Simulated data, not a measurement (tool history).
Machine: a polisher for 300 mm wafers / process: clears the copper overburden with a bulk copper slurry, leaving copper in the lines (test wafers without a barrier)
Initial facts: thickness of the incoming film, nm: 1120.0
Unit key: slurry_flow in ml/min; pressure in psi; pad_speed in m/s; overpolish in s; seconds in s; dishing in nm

run	hour	slurry_flow	pressure	pad_speed	slurry_solids	overpolish	seconds	dishing
1	0.0	225	3.4	1.42	1.0	12	84.636	80.032
2	7.9	225	3.1	1.42	1.0	11	93.263	71.266
3	9.9	225	3.1	1.42	1.0	14	91.911	81.493
4	12.5	225	2.9	1.42	1.0	13	99.857	75.386
5	18.0	225	2.8	1.42	1.0	12	101.650	70.128
6	25.7	225	2.7	1.42	1.0	11	106.500	65.045

What does the tool deliver on the next run?
7	27.7	225	2.6	1.42	1.0	11	?	?

Run 7 measured seconds 109.530 s, dishing 62.432 nm.
